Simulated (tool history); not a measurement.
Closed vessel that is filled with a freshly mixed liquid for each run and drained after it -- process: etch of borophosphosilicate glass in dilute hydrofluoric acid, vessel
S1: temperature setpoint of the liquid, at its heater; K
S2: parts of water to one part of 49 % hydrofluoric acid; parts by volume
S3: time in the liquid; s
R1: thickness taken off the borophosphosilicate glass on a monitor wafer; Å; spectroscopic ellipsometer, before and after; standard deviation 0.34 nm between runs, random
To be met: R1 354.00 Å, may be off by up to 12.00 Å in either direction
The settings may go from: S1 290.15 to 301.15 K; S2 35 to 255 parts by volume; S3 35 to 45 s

run  hour      S1   S2  S3      R1
  1   0.0  293.15  145  45  193.54
  2   8.2  293.15  195  45  138.00
  3   9.2  293.15  240  45  105.37
  4  15.8  295.65  240  45  115.47
  5  16.7  296.65  210  45  140.29
  6  19.9  296.65  255  45  113.35
  7  24.6  300.65  200  45  174.73
  8  26.6  300.65  175  45  206.53
  9  27.2  300.65  155  45  236.28
 10  34.2  300.65  140  45  261.15
 11  41.0  300.65  130  45  292.45
 12  48.0  300.65  125  45  305.54
 13  49.5  300.65  120  45  321.68

Which of these 5 next moves meets every target?
  A  51.0  300.65  110  45   ?
  B  51.0  301.15  105  35   ?
  C  51.0  301.15  135  45   ?
  D  51.0  301.15  120  40   ?
  E  51.0  299.15  110  45   ?

move      R1
   A  354.07
   B  296.00
   C  284.60
   D  290.18
   E  334.29
A: in spec on every target
B: misses by more than the last run did
C: misses by more than the last run did
D: misses by more than the last run did
E: moves toward the targets from the last run without getting all of them in spec
The right move is A.

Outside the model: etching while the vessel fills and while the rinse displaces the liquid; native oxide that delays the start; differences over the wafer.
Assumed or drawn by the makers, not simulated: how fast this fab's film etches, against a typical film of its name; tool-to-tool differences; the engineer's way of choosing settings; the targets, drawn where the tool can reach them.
